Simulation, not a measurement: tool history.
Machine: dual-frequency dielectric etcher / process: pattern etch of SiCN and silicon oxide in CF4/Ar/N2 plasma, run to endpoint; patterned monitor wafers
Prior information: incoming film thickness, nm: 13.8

Run 1, hour 0.0: source power (W) 370, bias power (W) 97, Ar flow (sccm) 99, CF4 flow (sccm) 50. Result: endpoint time (s) 16.562.
Run 2, hour 1.4: source power (W) 380, bias power (W) 97, Ar flow (sccm) 99, CF4 flow (sccm) 50. Result: endpoint time (s) 16.133.
Run 3, hour 6.5: source power (W) 380, bias power (W) 97, Ar flow (sccm) 99, CF4 flow (sccm) 58. Result: endpoint time (s) 15.869.
Run 4, hour 7.1: source power (W) 380, bias power (W) 97, Ar flow (sccm) 110, CF4 flow (sccm) 58. Result: endpoint time (s) 16.181.
Run 5, hour 13.7: source power (W) 380, bias power (W) 110, Ar flow (sccm) 110, CF4 flow (sccm) 58. Result: endpoint time (s) 15.363.
Run 6, hour 14.2: source power (W) 380, bias power (W) 110, Ar flow (sccm) 98, CF4 flow (sccm) 58. Result: endpoint time (s) 15.333.
Run 7, hour 16.3: source power (W) 390, bias power (W) 110, Ar flow (sccm) 98, CF4 flow (sccm) 58. Result: endpoint time (s) 15.076.

Forecast run 8:
Run 8, hour 24.4: source power (W) 400, bias power (W) 110, Ar flow (sccm) 98, CF4 flow (sccm) 58. Result: endpoint time (s) ?.

Run 8 measured endpoint time (s) 14.615.
